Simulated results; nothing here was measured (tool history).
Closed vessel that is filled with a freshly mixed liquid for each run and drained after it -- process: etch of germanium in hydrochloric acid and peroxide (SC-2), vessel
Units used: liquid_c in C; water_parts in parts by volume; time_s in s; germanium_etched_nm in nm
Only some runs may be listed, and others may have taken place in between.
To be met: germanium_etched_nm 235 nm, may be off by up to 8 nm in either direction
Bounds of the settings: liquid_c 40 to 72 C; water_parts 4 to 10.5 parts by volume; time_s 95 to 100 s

run,hour,liquid_c,water_parts,time_s,germanium_etched_nm
1,0,56,5.5,95,197.59
2,1.9,56,5.5,100,205.86
3,6.1,56,7,100,204.74
4,12,57,7,100,205.78
5,13.3,58,7,100,214.05
6,18.6,58.5,7,100,217.71
7,24.6,59,7,100,224.63
8,30.1,59.5,7,100,221.82

Consider the 4 candidate settings below. Which is the only one whose results all fall within their allowed miss of target?
A,35.6,57,4.5,100,?
B,35.6,66.5,8,95,?
C,35.6,62,6.5,95,?
D,35.6,59.5,8.5,95,?

move,germanium_etched_nm
A,212.16
B,259.26
C,231.04
D,210.41
A: lands further from the targets than the last run did
B: pushes the last run's worst result past its target
C: all results in spec
D: lands further from the targets than the last run did
Go with C: it meets all targets.

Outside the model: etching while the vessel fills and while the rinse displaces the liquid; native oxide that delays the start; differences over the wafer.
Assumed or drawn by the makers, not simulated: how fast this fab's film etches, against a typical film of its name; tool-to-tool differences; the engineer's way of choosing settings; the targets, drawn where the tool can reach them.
